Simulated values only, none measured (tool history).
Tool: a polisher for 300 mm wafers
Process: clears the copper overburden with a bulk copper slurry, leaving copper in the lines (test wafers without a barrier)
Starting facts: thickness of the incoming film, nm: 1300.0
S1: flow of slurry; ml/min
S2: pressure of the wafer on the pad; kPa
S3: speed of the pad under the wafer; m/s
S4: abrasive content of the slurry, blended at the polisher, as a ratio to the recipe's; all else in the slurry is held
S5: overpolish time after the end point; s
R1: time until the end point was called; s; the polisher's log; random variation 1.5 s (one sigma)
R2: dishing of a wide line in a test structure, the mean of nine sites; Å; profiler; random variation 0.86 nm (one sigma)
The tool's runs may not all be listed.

| run | hour | S1 | S2 | S3 | S4 | S5 | R1 | R2 |
|---|---|---|---|---|---|---|---|---|
| 1 | 0.0 | 190 | 12.4 | 1.34 | 1.00 | 11 | 225.91 | 376.32 |
| 2 | 6.6 | 190 | 10.3 | 1.34 | 1.00 | 11 | 271.64 | 316.42 |
| 3 | 7.7 | 190 | 11.7 | 1.34 | 1.00 | 12 | 238.14 | 378.48 |
| 4 | 9.8 | 190 | 11.7 | 1.34 | 1.10 | 12 | 236.24 | 393.84 |
| 5 | 11.2 | 190 | 12.4 | 1.34 | 1.15 | 13 | 217.86 | 437.17 |
| 6 | 14.7 | 190 | 13.1 | 1.34 | 1.15 | 14 | 207.68 | 478.61 |
| 7 | 22.2 | 195 | 13.8 | 1.34 | 1.15 | 15 | 193.94 | 521.98 |
| 8 | 30.1 | 200 | 14.5 | 1.34 | 1.15 | 16 | 184.67 | 564.66 |

Predict the results of run 9:
| 9 | 37.6 | 200 | 14.5 | 1.34 | 1.15 | 17 | ? | ? |

Run 9 came out at R1 185.94 s, R2 591.67 Å.
